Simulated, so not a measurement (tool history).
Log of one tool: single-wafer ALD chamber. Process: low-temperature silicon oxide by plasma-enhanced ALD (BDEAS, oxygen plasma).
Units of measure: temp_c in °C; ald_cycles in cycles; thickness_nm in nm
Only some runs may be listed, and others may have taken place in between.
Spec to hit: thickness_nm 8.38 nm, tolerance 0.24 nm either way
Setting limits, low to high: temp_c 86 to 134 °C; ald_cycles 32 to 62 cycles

| run | day | temp_c | ald_cycles | thickness_nm |
|---|---|---|---|---|
| 1 | 0 | 110 | 47 | 6.8485 |
| 2 | 0.375 | 109 | 50 | 7.3356 |
| 3 | 0.529 | 109 | 52 | 7.613 |
| 4 | 0.875 | 109 | 53 | 7.7472 |
| 5 | 0.946 | 109 | 48 | 7.0501 |
| 6 | 1.217 | 102 | 48 | 7.113 |
|  | 1.554 | thermocouple changed; heater temperature recalibrated |
| 7 | 1.554 | 102 | 48 | 7.1484 |
| 8 | 1.754 | 101 | 50 | 7.4386 |
| 9 | 1.971 | 100 | 52 | 7.8167 |
| 10 | 2.142 | 99 | 53 | 7.8658 |
| 11 | 2.188 | 99 | 54 | 8.0384 |

Next run, 4 choices. One meets every target within its allowed miss, the rest don't. Which?
| A | 2.233 | 106 | 53 | ? |
| B | 2.233 | 87 | 49 | ? |
| C | 2.233 | 100 | 54 | ? |
| D | 2.233 | 86 | 54 | ? |

| move | thickness_nm |
|---|---|
| A | 7.8008 |
| B | 7.5672 |
| C | 8.0247 |
| D | 8.365 |
A: further off than the last run
B: further off than the last run
C: neither nearer nor further off than the last run
D: every result lands within tolerance
So the answer is move D, the one that meets all the targets.
